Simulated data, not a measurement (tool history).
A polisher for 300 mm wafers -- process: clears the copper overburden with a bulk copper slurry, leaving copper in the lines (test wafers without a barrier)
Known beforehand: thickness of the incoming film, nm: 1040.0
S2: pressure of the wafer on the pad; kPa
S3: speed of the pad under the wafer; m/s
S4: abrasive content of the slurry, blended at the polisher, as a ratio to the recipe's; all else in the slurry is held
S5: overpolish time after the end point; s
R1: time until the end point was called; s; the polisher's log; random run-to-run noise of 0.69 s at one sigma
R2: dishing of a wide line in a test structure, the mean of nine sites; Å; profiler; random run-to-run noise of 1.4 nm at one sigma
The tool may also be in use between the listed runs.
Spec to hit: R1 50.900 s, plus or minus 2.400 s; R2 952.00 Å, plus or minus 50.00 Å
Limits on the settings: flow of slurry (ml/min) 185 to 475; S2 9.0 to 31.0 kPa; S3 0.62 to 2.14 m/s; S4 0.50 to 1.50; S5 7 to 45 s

run 1 day=0.000 | flow_of_slurry_(ml/min)=305 S2=20.0 S3=1.38 S4=1.00 S5=23 | R1=96.572 R2=873.28
run 2 day=0.117 | flow_of_slurry_(ml/min)=305 S2=22.1 S3=1.40 S4=1.00 S5=21 | R1=87.960 R2=890.11
run 3 day=0.471 | flow_of_slurry_(ml/min)=305 S2=23.4 S3=1.44 S4=1.00 S5=19 | R1=80.929 R2=884.84
run 4 day=0.512 | flow_of_slurry_(ml/min)=305 S2=24.8 S3=1.48 S4=1.00 S5=18 | R1=73.590 R2=927.94
-- day=0.704 slurry blender recalibrated
run 5 day=0.704 | flow_of_slurry_(ml/min)=305 S2=26.2 S3=1.50 S4=1.00 S5=16 | R1=63.279 R2=939.58
run 6 day=0.783 | flow_of_slurry_(ml/min)=370 S2=26.2 S3=1.50 S4=1.00 S5=16 | R1=62.550 R2=936.87
run 7 day=0.817 | flow_of_slurry_(ml/min)=375 S2=26.9 S3=1.50 S4=1.00 S5=15 | R1=60.778 R2=924.58
run 8 day=0.879 | flow_of_slurry_(ml/min)=375 S2=27.6 S3=1.50 S4=1.00 S5=14 | R1=59.127 R2=960.70
run 9 day=1.250 | flow_of_slurry_(ml/min)=375 S2=28.3 S3=1.50 S4=1.00 S5=13 | R1=56.750 R2=910.29
run 10 day=1.367 | flow_of_slurry_(ml/min)=375 S2=29.0 S3=1.50 S4=1.00 S5=13 | R1=55.397 R2=924.07
run 11 day=1.642 | flow_of_slurry_(ml/min)=375 S2=29.6 S3=1.50 S4=1.00 S5=13 | R1=54.686 R2=917.48
run 12 day=1.688 | flow_of_slurry_(ml/min)=375 S2=29.6 S3=1.50 S4=1.00 S5=13 | R1=54.567 R2=943.08
run 13 day=1.750 | flow_of_slurry_(ml/min)=380 S2=30.3 S3=1.50 S4=1.00 S5=12 | R1=53.705 R2=906.89
run 14 day=1.933 | flow_of_slurry_(ml/min)=385 S2=30.3 S3=1.50 S4=1.00 S5=12 | R1=54.080 R2=919.06

4 next moves are on the table. One of them brings every result within its allowed miss. Which?
run A day=2.117 | flow_of_slurry_(ml/min)=380 S2=29.6 S3=1.48 S4=1.00 S5=17 | R1=? R2=?
run B day=2.117 | flow_of_slurry_(ml/min)=405 S2=31.0 S3=1.56 S4=0.90 S5=13 | R1=? R2=?
run C day=2.117 | flow_of_slurry_(ml/min)=340 S2=27.6 S3=1.44 S4=1.20 S5=11 | R1=? R2=?
run D day=2.117 | flow_of_slurry_(ml/min)=475 S2=29.0 S3=1.56 S4=0.85 S5=17 | R1=? R2=?

move=A R1=56.396 R2=999.98
move=B R1=52.318 R2=946.55
move=C R1=60.029 R2=826.43
move=D R1=56.175 R2=998.28
A: misses by more than the last run did
B: all results land within tolerance of their targets
C: misses by more than the last run did
D: misses by more than the last run did
The right move is B.
